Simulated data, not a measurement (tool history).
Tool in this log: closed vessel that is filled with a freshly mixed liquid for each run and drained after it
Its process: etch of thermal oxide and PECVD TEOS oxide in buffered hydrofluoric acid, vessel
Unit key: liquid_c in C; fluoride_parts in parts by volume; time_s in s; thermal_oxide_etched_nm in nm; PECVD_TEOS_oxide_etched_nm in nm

{"run": 1, "day": 0.0, "liquid_c": 23.0, "fluoride_parts": 8.0, "time_s": 60, "thermal_oxide_etched_nm": 78.24, "PECVD_TEOS_oxide_etched_nm": 265.6}
{"run": 2, "day": 0.212, "liquid_c": 23.0, "fluoride_parts": 8.0, "time_s": 80, "thermal_oxide_etched_nm": 104.9, "PECVD_TEOS_oxide_etched_nm": 356.51}
{"run": 3, "day": 0.354, "liquid_c": 21.0, "fluoride_parts": 8.5, "time_s": 80, "thermal_oxide_etched_nm": 88.635, "PECVD_TEOS_oxide_etched_nm": 295.18}
{"run": 4, "day": 0.471, "liquid_c": 21.0, "fluoride_parts": 7.5, "time_s": 80, "thermal_oxide_etched_nm": 100.85, "PECVD_TEOS_oxide_etched_nm": 342.26}
{"run": 5, "day": 0.496, "liquid_c": 21.0, "fluoride_parts": 6.0, "time_s": 80, "thermal_oxide_etched_nm": 124.36, "PECVD_TEOS_oxide_etched_nm": 423.87}
{"run": 6, "day": 0.708, "liquid_c": 19.5, "fluoride_parts": 7.0, "time_s": 80, "thermal_oxide_etched_nm": 100.69, "PECVD_TEOS_oxide_etched_nm": 340.14}
{"run": 7, "day": 0.762, "liquid_c": 18.5, "fluoride_parts": 8.0, "time_s": 80, "thermal_oxide_etched_nm": 81.866, "PECVD_TEOS_oxide_etched_nm": 277.86}
{"run": 8, "day": 0.8, "liquid_c": 18.0, "fluoride_parts": 8.5, "time_s": 80, "thermal_oxide_etched_nm": 74.618, "PECVD_TEOS_oxide_etched_nm": 252.75}

Run 9 has not been measured yet. What should we expect?
{"run": 9, "day": 1.112, "liquid_c": 18.0, "fluoride_parts": 8.5, "time_s": 80, "thermal_oxide_etched_nm": "?", "PECVD_TEOS_oxide_etched_nm": "?"}

thermal_oxide_etched_nm: 75.005 nm
PECVD_TEOS_oxide_etched_nm: 253.62 nm
